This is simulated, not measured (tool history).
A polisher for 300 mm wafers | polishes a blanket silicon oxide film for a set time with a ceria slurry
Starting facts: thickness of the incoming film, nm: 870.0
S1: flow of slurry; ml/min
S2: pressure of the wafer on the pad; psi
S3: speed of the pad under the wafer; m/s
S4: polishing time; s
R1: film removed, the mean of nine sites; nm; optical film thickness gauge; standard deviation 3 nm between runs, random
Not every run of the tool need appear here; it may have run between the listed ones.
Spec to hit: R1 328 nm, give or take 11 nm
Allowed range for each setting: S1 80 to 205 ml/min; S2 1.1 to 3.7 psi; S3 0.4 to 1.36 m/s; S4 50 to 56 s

{"run": 1, "hour": 0.0, "S1": 135, "S2": 2.4, "S3": 0.88, "S4": 56, "R1": 188.42}
{"run": 2, "hour": 7.9, "S1": 165, "S2": 2.4, "S3": 0.88, "S4": 56, "R1": 195.25}
{"run": 3, "hour": 11.8, "S1": 165, "S2": 3, "S3": 0.88, "S4": 56, "R1": 236.92}
{"run": 4, "hour": 12.6, "S1": 165, "S2": 3, "S3": 0.88, "S4": 56, "R1": 230.69}
{"run": 5, "hour": 13.6, "S1": 185, "S2": 3, "S3": 0.88, "S4": 56, "R1": 241.9}
{"run": 6, "hour": 21.5, "S1": 185, "S2": 3, "S3": 1.06, "S4": 56, "R1": 288.69}
{"run": 7, "hour": 28.1, "S1": 185, "S2": 3.2, "S3": 1.06, "S4": 56, "R1": 303.8}
{"run": 8, "hour": 35.3, "S1": 190, "S2": 3.3, "S3": 1.06, "S4": 56, "R1": 308.22}

Which one of the following 4 next-run settings gets every result inside its allowed miss? There is exactly one.
{"run": "A", "hour": 42.5, "S1": 185, "S2": 3.1, "S3": 1.08, "S4": 55, "R1": "?"}
{"run": "B", "hour": 42.5, "S1": 160, "S2": 3.7, "S3": 1.1, "S4": 53, "R1": "?"}
{"run": "C", "hour": 42.5, "S1": 205, "S2": 3.3, "S3": 0.94, "S4": 54, "R1": "?"}
{"run": "D", "hour": 42.5, "S1": 180, "S2": 3.3, "S3": 1.12, "S4": 52, "R1": "?"}

move=A R1=294.08
move=B R1=327.55
move=C R1=269.16
move=D R1=302.23
A: lands further from the targets than the last run did
B: every result lands within tolerance
C: lands further from the targets than the last run did
D: lands further from the targets than the last run did
The right move is B.
